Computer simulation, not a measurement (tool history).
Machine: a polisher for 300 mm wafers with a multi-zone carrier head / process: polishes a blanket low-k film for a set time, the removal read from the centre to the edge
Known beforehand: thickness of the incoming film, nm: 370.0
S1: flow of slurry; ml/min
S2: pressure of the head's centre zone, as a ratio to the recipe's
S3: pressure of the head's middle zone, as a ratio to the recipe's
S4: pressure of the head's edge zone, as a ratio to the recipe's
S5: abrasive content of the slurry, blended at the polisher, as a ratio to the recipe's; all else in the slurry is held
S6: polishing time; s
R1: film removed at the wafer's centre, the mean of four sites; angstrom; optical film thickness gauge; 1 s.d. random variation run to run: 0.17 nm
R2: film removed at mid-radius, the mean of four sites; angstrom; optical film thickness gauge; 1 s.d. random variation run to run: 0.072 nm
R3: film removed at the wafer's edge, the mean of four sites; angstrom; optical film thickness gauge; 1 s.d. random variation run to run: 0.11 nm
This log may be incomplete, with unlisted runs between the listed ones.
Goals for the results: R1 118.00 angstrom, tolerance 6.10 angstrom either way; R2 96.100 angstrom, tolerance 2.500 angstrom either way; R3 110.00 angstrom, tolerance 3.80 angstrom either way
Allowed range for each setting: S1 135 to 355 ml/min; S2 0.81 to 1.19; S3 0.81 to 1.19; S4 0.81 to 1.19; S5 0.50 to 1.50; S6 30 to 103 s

run    day   S1    S2    S3    S4    S5  S6      R1       R2      R3
  1  0.000  225  1.00  1.00  1.00  1.00  66  155.30  159.440  151.43
  2  0.112  215  1.01  0.95  1.00  0.85  65  139.40  142.420  141.31
  3  0.488  215  1.04  0.95  1.00  0.85  65  145.15  141.690  142.26
  4  0.804  215  1.04  0.95  1.06  0.85  65  145.58  143.100  144.23
  5  0.842  215  1.01  0.95  1.06  0.85  65  141.85  142.870  144.83
  6  1.104  210  1.06  0.91  1.05  0.75  63  136.43  127.740  135.55
  7  1.388  205  1.08  0.89  1.02  0.70  61  133.51  118.460  125.58
  8  1.712  195  1.09  0.87  1.02  0.65  60  127.92  110.790  120.44
  9  1.788  185  1.09  0.85  1.01  0.60  60  120.94  104.660  114.14
 10  2.133  150  1.13  0.81  1.04  0.55  60  117.86   92.488  107.69
     2.342  -- worn pad replaced by a new one
 11  2.342  155  1.12  0.81  1.04  0.55  60  128.03  102.620  119.80
 12  2.492  150  1.12  0.81  1.03  0.55  60  125.95  101.380  119.80

Of the 5 settings listed for the next run, only one would bring every result within its allowed miss of target. Which one?
  A  2.642  135  1.05  0.81  1.05  0.55  61   ?   ?   ?
  B  2.642  165  1.10  0.88  1.02  0.60  54   ?   ?   ?
  C  2.642  175  1.14  0.81  0.96  0.75  54   ?   ?   ?
  D  2.642  150  1.09  0.81  0.97  0.55  62   ?   ?   ?
  E  2.642  135  1.12  0.82  0.99  0.50  59   ?   ?   ?

move      R1       R2      R3
   A  117.98  100.300  120.49
   B  118.60  102.260  111.60
   C  133.55  103.660  117.45
   D  128.26  104.620  120.16
   E  118.33   95.180  110.10
A: its largest miss is bigger than the last run's
B: gets the furthest-off result to its target, but another result is out of tolerance
C: its largest miss is bigger than the last run's
D: its largest miss is bigger than the last run's
E: every result lands within tolerance
Answer: E
